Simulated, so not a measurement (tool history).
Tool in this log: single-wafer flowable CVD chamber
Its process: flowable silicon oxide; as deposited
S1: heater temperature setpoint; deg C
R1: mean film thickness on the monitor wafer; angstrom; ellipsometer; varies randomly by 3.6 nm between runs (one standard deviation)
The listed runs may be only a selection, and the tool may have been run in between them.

Run 1, day 0.000: S1 100 deg C, chamber pressure (mTorr) 1110, RF power (W) 2165, deposition time (s) 404. Result: R1 4020.3 angstrom.
Run 2, day 0.242: S1 100 deg C, chamber pressure (mTorr) 1110, RF power (W) 1885, deposition time (s) 404. Result: R1 3871.2 angstrom.
Run 3, day 0.600: S1 100 deg C, chamber pressure (mTorr) 1110, RF power (W) 2160, deposition time (s) 404. Result: R1 4045.5 angstrom.
Run 4, day 0.821: S1 100 deg C, chamber pressure (mTorr) 1110, RF power (W) 2030, deposition time (s) 404. Result: R1 3924.0 angstrom.
Run 5, day 0.883: S1 100 deg C, chamber pressure (mTorr) 1110, RF power (W) 2030, deposition time (s) 404. Result: R1 3911.2 angstrom.
Run 6, day 1.158: S1 94 deg C, chamber pressure (mTorr) 1110, RF power (W) 2030, deposition time (s) 404. Result: R1 4893.4 angstrom.
Run 7, day 1.483: S1 92 deg C, chamber pressure (mTorr) 1110, RF power (W) 2030, deposition time (s) 404. Result: R1 5259.0 angstrom.

For run 8, what comes out?
Run 8, day 1.675: S1 84 deg C, chamber pressure (mTorr) 1110, RF power (W) 2030, deposition time (s) 404. Result: R1 ?.

R1: 6898.4 angstrom

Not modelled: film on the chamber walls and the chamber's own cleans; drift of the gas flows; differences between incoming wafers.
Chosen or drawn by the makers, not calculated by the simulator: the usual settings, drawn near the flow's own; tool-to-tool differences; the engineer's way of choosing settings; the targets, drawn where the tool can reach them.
